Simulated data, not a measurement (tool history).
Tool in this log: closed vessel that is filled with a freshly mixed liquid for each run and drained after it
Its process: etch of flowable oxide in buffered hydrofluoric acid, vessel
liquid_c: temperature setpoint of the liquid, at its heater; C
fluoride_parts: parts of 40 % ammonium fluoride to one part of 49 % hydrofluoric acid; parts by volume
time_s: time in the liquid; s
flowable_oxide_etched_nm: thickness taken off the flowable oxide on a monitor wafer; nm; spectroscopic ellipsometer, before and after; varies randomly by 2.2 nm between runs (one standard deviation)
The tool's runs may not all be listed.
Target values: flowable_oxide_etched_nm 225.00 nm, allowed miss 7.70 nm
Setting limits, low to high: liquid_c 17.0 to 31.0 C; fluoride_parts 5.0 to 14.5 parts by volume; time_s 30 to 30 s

run    day  liquid_c  fluoride_parts  time_s  flowable_oxide_etched_nm
  1  0.000      23.0             9.0      30                    104.69
  2  0.038      24.5             8.5      30                    121.46
  3  0.079      24.5             8.5      30                    120.81
  4  0.362      24.5             8.5      30                    122.63
  5  0.562      26.0             8.0      30                    142.11
  6  0.629      26.0             8.0      30                    139.81
  7  0.800      27.0             7.5      30                    160.86
  8  0.908      28.0             7.5      30                    168.60
  9  1.275      31.0             6.0      30                    245.18

Which of these 5 next moves meets every target?
  A  1.642      29.5             6.5      30                         ?
  B  1.642      30.5             6.0      30                         ?
  C  1.642      26.5             5.5      30                         ?
  D  1.642      30.0             7.0      30                         ?
  E  1.642      31.0             6.5      30                         ?

move  flowable_oxide_etched_nm
   A                    212.13
   B                    239.52
   C                    208.71
   D                    204.22
   E                    229.42
A: moves the result that the last run missed by most past its target, out the other side
B: better than the last run, though not everything is in spec
C: moves the result that the last run missed by most past its target, out the other side
D: moves the result that the last run missed by most past its target, out the other side
E: meets every target
The right move is E.
